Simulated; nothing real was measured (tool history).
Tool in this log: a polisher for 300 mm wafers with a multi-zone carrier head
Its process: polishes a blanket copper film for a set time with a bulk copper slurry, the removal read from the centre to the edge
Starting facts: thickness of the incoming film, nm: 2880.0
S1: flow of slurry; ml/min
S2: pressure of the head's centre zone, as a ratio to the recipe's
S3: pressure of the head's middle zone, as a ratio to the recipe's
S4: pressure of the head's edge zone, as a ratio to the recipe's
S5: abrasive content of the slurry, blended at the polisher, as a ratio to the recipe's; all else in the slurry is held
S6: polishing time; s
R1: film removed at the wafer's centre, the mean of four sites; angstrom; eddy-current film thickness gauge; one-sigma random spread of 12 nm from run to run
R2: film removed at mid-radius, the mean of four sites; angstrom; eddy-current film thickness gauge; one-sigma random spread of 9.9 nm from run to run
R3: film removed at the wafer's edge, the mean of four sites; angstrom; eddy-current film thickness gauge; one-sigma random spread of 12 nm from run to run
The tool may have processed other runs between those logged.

{"run": 1, "day": 0.0, "S1": 160, "S2": 1.0, "S3": 1.0, "S4": 1.0, "S5": 1.0, "S6": 66, "R1": 7477.8, "R2": 7669.1, "R3": 7680.8}
{"run": 2, "day": 0.371, "S1": 165, "S2": 1.01, "S3": 1.02, "S4": 1.02, "S5": 1.05, "S6": 66, "R1": 7677.6, "R2": 7839.0, "R3": 7699.1}
{"run": 3, "day": 0.554, "S1": 165, "S2": 1.01, "S3": 1.02, "S4": 1.02, "S5": 1.05, "S6": 81, "R1": 9421.8, "R2": 9726.4, "R3": 9920.0}
{"run": 4, "day": 0.767, "S1": 165, "S2": 1.01, "S3": 1.03, "S4": 1.01, "S5": 1.05, "S6": 81, "R1": 9745.6, "R2": 9671.7, "R3": 9607.9}
{"run": 5, "day": 0.904, "S1": 165, "S2": 1.01, "S3": 0.99, "S4": 1.01, "S5": 1.05, "S6": 81, "R1": 9444.3, "R2": 9456.9, "R3": 9678.0}
{"run": 6, "day": 1.275, "S1": 165, "S2": 1.01, "S3": 0.99, "S4": 1.01, "S5": 1.05, "S6": 95, "R1": 11029.0, "R2": 11325.0, "R3": 11068.0}
{"run": 7, "day": 1.412, "S1": 160, "S2": 1.0, "S3": 0.97, "S4": 0.99, "S5": 1.05, "S6": 95, "R1": 11272.0, "R2": 10958.0, "R3": 11015.0}
{"run": 8, "day": 1.679, "S1": 160, "S2": 0.98, "S3": 0.97, "S4": 0.98, "S5": 1.0, "S6": 95, "R1": 10525.0, "R2": 10705.0, "R3": 10766.0}
{"run": 9, "day": 1.958, "S1": 155, "S2": 0.97, "S3": 0.97, "S4": 0.95, "S5": 1.0, "S6": 95, "R1": 10417.0, "R2": 10499.0, "R3": 10386.0}
{"run": 10, "day": 2.125, "S1": 150, "S2": 0.96, "S3": 0.97, "S4": 0.93, "S5": 1.0, "S6": 95, "R1": 10223.0, "R2": 10699.0, "R3": 10528.0}
{"run": 11, "day": 2.325, "S1": 150, "S2": 0.96, "S3": 0.97, "S4": 0.91, "S5": 0.95, "S6": 95, "R1": 10132.0, "R2": 10418.0, "R3": 10123.0}
{"run": 12, "day": 2.6, "S1": 145, "S2": 0.95, "S3": 0.97, "S4": 0.9, "S5": 0.95, "S6": 95, "R1": 10057.0, "R2": 10610.0, "R3": 10341.0}
{"run": 13, "day": 2.829, "S1": 150, "S2": 0.94, "S3": 0.97, "S4": 0.89, "S5": 0.9, "S6": 95, "R1": 9762.0, "R2": 10274.0, "R3": 10150.0}
{"run": 14, "day": 2.883, "S1": 145, "S2": 0.94, "S3": 0.97, "S4": 0.88, "S5": 0.9, "S6": 94, "R1": 9695.7, "R2": 10278.0, "R3": 9787.8}

What does the tool deliver on the next run?
{"run": 15, "day": 2.971, "S1": 145, "S2": 0.93, "S3": 0.97, "S4": 0.87, "S5": 0.9, "S6": 94, "R1": "?", "R2": "?", "R3": "?"}

Run 15 produced R1 9769.0 angstrom, R2 10338.0 angstrom, R3 9910.5 angstrom.
